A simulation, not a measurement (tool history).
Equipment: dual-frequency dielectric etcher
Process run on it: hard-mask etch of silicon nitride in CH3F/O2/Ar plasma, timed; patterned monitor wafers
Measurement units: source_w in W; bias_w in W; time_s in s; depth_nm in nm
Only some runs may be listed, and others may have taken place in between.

run,hour,source_w,bias_w,time_s,depth_nm
1,0.0,510,87,114.5,91.334
2,2.2,510,87,114.5,91.938
3,7.6,490,86,114.0,90.354
4,11.7,470,84,113.5,87.354
5,18.0,470,95,113.5,92.939
6,25.3,450,93,113.0,90.392
7,26.5,440,91,112.5,88.962
8,34.8,440,91,112.5,89.227

Run 9 is up next; what results do you expect?
# hour 42.6: bias power generator calibrated
9,42.6,430,89,112.0,?

Run 9 gave depth_nm 85.989 nm.

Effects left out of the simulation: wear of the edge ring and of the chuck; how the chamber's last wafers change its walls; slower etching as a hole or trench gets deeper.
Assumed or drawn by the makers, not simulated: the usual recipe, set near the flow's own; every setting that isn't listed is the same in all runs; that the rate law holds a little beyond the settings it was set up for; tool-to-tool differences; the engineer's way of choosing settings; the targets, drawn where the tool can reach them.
